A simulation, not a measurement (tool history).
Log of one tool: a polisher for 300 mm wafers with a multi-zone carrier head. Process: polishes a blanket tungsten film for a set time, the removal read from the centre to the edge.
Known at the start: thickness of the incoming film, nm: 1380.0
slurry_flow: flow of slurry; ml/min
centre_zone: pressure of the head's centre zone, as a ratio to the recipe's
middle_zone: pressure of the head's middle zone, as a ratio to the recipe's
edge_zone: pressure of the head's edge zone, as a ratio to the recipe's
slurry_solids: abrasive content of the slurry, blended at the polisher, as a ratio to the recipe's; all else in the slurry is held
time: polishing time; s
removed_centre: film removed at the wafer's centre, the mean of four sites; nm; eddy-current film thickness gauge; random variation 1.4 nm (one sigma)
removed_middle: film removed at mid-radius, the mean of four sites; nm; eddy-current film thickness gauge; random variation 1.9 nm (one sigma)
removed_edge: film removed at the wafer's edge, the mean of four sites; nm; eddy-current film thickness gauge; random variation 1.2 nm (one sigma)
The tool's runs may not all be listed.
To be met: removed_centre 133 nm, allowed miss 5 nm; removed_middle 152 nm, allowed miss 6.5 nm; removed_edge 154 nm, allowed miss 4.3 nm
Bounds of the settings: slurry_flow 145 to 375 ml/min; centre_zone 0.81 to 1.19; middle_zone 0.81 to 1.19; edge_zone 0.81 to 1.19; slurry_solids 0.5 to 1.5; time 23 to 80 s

| run | hour | slurry_flow | centre_zone | middle_zone | edge_zone | slurry_solids | time | removed_centre | removed_middle | removed_edge |
|---|---|---|---|---|---|---|---|---|---|---|
| 1 | 0 | 240 | 1 | 1 | 1 | 1 | 51 | 225.39 | 221.9 | 221 |
| 2 | 8.7 | 225 | 0.94 | 0.98 | 0.98 | 0.85 | 48 | 191.83 | 198.69 | 201.88 |
| 3 | 11.9 | 220 | 0.91 | 0.97 | 0.95 | 0.75 | 45 | 169.94 | 181.55 | 178.37 |
| 4 | 14.3 | 220 | 0.91 | 0.97 | 0.88 | 0.75 | 45 | 174.32 | 177.55 | 174.3 |
| 5 | 16.9 | 210 | 0.88 | 0.95 | 0.9 | 0.65 | 44 | 154.33 | 166.87 | 168.18 |
| 6 | 21.1 | 205 | 0.86 | 0.94 | 0.88 | 0.6 | 44 | 149.44 | 160.42 | 161.58 |
| 7 | 23.9 | 195 | 0.84 | 0.94 | 0.88 | 0.55 | 44 | 143.6 | 162.3 | 160.14 |
| 8 | 28 | 190 | 0.83 | 0.93 | 0.88 | 0.55 | 44 | 141.75 | 158.54 | 158.6 |
| 9 | 35.9 | 185 | 0.82 | 0.93 | 0.88 | 0.55 | 44 | 141.1 | 155.45 | 157.29 |
| 10 | 44.4 | 185 | 0.82 | 0.93 | 0.89 | 0.55 | 44 | 139.23 | 159.34 | 159.58 |
| 11 | 46.5 | 180 | 0.82 | 0.92 | 0.89 | 0.55 | 44 | 140.74 | 156.13 | 157.51 |
| 12 | 51 | 180 | 0.82 | 0.92 | 0.89 | 0.55 | 44 | 141.78 | 156.54 | 157.93 |

Which of these 5 next moves meets every target?
| A | 55.5 | 225 | 0.87 | 0.95 | 0.81 | 0.8 | 42 | ? | ? | ? |
| B | 55.5 | 240 | 0.89 | 0.93 | 0.93 | 0.65 | 40 | ? | ? | ? |
| C | 55.5 | 155 | 0.84 | 0.86 | 0.85 | 0.5 | 47 | ? | ? | ? |
| D | 55.5 | 165 | 0.95 | 0.94 | 0.81 | 0.6 | 44 | ? | ? | ? |
| E | 55.5 | 195 | 0.81 | 0.92 | 0.87 | 0.5 | 43 | ? | ? | ? |

| move | removed_centre | removed_middle | removed_edge |
|---|---|---|---|
| A | 155.74 | 167.76 | 160 |
| B | 146.57 | 151.98 | 156.29 |
| C | 147.26 | 152.7 | 162.4 |
| D | 160.93 | 159.23 | 154.62 |
| E | 134.52 | 151.22 | 153.06 |
A: further off than the last run
B: further off than the last run
C: further off than the last run
D: further off than the last run
E: meets every target
The right move is E.
